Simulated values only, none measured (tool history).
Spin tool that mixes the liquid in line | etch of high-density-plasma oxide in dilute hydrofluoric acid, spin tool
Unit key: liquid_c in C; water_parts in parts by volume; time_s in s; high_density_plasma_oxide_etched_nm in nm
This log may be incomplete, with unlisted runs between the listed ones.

run  hour  liquid_c  water_parts  time_s  high_density_plasma_oxide_etched_nm
  1     0        22          140     195                               13.511
  2   3.1        23          135     195                               14.852
  3   6.1        24          130     195                               16.019
  4   7.4      24.5          125     195                               17.091
  5  13.5        28          125     195                                19.53
  6  15.3        28          100     195                               25.101
  7    22        29          100     195                                26.32
  8  23.3      29.5          100     195                                26.76
  9    29        30          100     195                               27.162
 10  31.9        30          100     195                               27.295
 11  40.3        30           95     195                               28.957

Expected results for the next run?
 12  41.8        30           95     195                                    ?

{"run 12": {"high_density_plasma_oxide_etched_nm": 29.145}}
